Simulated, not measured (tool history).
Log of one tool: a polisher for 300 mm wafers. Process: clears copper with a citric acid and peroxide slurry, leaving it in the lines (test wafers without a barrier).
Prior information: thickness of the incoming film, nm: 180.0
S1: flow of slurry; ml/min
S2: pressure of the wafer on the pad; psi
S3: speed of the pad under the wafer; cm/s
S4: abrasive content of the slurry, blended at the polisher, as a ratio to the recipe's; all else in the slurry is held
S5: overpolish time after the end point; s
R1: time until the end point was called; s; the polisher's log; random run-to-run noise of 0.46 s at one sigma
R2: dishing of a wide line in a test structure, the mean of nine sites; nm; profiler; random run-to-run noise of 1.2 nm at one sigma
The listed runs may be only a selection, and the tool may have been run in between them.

| run | hour | S1 | S2 | S3 | S4 | S5 | R1 | R2 |
|---|---|---|---|---|---|---|---|---|
| 1 | 0.0 | 225 | 3.0 | 108 | 1.0 | 21 | 72.394 | 42.893 |
| 2 | 8.9 | 225 | 3.4 | 108 | 1.0 | 23 | 63.606 | 50.767 |
| 3 | 15.4 | 225 | 3.7 | 108 | 1.0 | 23 | 58.593 | 54.782 |
| 4 | 20.1 | 225 | 3.7 | 108 | 1.0 | 15 | 57.228 | 38.324 |
|  | 24.3 | worn pad replaced by a new one |
| 5 | 24.3 | 225 | 4.0 | 108 | 1.0 | 15 | 48.173 | 44.972 |
| 6 | 29.3 | 220 | 4.1 | 108 | 1.0 | 19 | 45.988 | 56.127 |
| 7 | 33.0 | 220 | 4.1 | 108 | 1.0 | 22 | 45.943 | 64.534 |

Run 8 has not been measured yet. What should we expect?
| 8 | 42.0 | 215 | 4.2 | 108 | 1.0 | 30 | ? | ? |

Logged for run 8: R1 45.574 s, R2 82.660 nm.

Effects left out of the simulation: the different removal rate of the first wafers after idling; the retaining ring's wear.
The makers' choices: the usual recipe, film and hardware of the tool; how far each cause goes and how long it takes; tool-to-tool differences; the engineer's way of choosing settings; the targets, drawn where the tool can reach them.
